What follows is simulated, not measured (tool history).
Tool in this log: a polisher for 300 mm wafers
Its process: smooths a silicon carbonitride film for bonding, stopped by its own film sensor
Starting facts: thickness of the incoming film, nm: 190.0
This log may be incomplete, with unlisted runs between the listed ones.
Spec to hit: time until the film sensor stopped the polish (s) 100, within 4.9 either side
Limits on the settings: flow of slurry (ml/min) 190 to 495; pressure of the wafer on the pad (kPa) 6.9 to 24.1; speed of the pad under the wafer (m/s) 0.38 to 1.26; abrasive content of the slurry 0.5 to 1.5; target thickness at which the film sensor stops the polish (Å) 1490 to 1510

run	hour	flow of slurry (ml/min)	pressure of the wafer on the pad (kPa)	speed of the pad under the wafer (m/s)	abrasive content of the slurry	target thickness at which the film sensor stops the polish (Å)	time until the film sensor stopped the polish (s)
1	0	320	15.2	0.82	1	1510	169.9
2	1.9	320	16.5	0.82	1	1510	161.16
3	5	320	17.9	0.84	1	1510	144.57
4	6.6	280	17.9	0.84	1	1510	145.39
5	13.8	280	17.9	0.84	1	1510	149.01
6	15.1	280	17.9	0.84	1	1490	154.64
7	20.5	280	18.6	0.86	1	1490	148.06
8	24.9	280	19.3	0.88	1	1490	142.03
9	29.4	280	23.4	0.98	1	1490	106.96

Consider the 5 candidate settings below. Which is the only one whose results all fall within their allowed miss of target?
A	33.9	290	22.1	1.12	0.8	1490	?
B	33.9	295	22.8	0.92	1	1500	?
C	33.9	290	24.1	0.96	0.75	1510	?
D	33.9	225	20.7	1.08	0.95	1510	?
E	33.9	280	24.1	1	0.9	1510	?

move	time until the film sensor stopped the polish (s)
A	114.61
B	112.85
C	114.58
D	114
E	103.05
A: misses by more than the last run did
B: misses by more than the last run did
C: misses by more than the last run did
D: misses by more than the last run did
E: every result within its allowed miss
The right move is E.
